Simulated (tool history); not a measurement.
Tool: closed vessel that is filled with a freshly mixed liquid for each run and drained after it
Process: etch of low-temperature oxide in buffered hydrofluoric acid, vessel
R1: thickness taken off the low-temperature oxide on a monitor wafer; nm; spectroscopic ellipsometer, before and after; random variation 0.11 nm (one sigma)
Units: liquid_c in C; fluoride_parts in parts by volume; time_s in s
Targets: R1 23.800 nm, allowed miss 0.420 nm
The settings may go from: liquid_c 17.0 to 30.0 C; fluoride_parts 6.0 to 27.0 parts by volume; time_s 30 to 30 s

Run 1, hour 0.0: liquid_c 22.0 C, fluoride_parts 16.5 parts by volume, time_s 30 s. Result: R1 43.959 nm.
Run 2, hour 2.5: liquid_c 18.5 C, fluoride_parts 16.5 parts by volume, time_s 30 s. Result: R1 36.710 nm.
Run 3, hour 6.5: liquid_c 18.0 C, fluoride_parts 17.5 parts by volume, time_s 30 s. Result: R1 33.456 nm.
Run 4, hour 12.5: liquid_c 18.0 C, fluoride_parts 17.5 parts by volume, time_s 30 s. Result: R1 33.240 nm.
Run 5, hour 18.0: liquid_c 18.0 C, fluoride_parts 18.5 parts by volume, time_s 30 s. Result: R1 31.602 nm.
Run 6, hour 19.9: liquid_c 18.0 C, fluoride_parts 18.5 parts by volume, time_s 30 s. Result: R1 31.441 nm.
At hour 24.8: thermometer replaced.
Run 7, hour 24.8: liquid_c 18.0 C, fluoride_parts 19.5 parts by volume, time_s 30 s. Result: R1 28.093 nm.
Run 8, hour 33.6: liquid_c 18.0 C, fluoride_parts 19.5 parts by volume, time_s 30 s. Result: R1 28.034 nm.
Run 9, hour 40.4: liquid_c 18.0 C, fluoride_parts 20.0 parts by volume, time_s 30 s. Result: R1 27.310 nm.
Run 10, hour 42.4: liquid_c 17.5 C, fluoride_parts 20.5 parts by volume, time_s 30 s. Result: R1 26.008 nm.
Run 11, hour 46.5: liquid_c 17.0 C, fluoride_parts 22.0 parts by volume, time_s 30 s. Result: R1 24.235 nm.

4 next moves are on the table. One of them brings every result within its allowed miss. Which?
Run A, hour 50.6: liquid_c 18.0 C, fluoride_parts 22.5 parts by volume, time_s 30 s. Result: R1 ?.
Run B, hour 50.6: liquid_c 17.0 C, fluoride_parts 22.5 parts by volume, time_s 30 s. Result: R1 ?.
Run C, hour 50.6: liquid_c 17.0 C, fluoride_parts 21.5 parts by volume, time_s 30 s. Result: R1 ?.
Run D, hour 50.6: liquid_c 17.0 C, fluoride_parts 21.0 parts by volume, time_s 30 s. Result: R1 ?.

move      R1
   A  25.364
   B  23.956
   C  24.721
   D  25.126
A: further off than the last run
B: meets every target
C: further off than the last run
D: further off than the last run
Move B is the one to make.
